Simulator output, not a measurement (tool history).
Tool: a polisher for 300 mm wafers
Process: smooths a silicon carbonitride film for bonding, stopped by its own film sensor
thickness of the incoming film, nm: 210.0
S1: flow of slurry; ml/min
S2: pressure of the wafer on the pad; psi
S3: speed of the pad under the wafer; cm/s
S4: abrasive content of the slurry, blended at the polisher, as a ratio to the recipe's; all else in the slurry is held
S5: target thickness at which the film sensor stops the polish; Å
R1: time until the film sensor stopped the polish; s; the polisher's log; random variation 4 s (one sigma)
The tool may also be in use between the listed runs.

run  hour   S1   S2  S3   S4    S5      R1
  1     0  315  2.5  70    1  1660  190.15
  2   7.7  315  2.4  70    1  1660  197.42
  3   9.2  315  2.4  70  0.8  1660  229.96
  4  16.9  315  2.3  70  0.8  1660  231.81
  5  25.7  315  2.3  70  0.8  1660  235.43
  6  32.7  260  2.3  70  0.8  1660  235.54
  7  36.3  260  2.3  70  0.8  1660  235.04

The next listed run, before its measurement:
  8  37.5  260  2.2  70  0.8  1660   ?

{"run 8": {"R1": 253.25}}

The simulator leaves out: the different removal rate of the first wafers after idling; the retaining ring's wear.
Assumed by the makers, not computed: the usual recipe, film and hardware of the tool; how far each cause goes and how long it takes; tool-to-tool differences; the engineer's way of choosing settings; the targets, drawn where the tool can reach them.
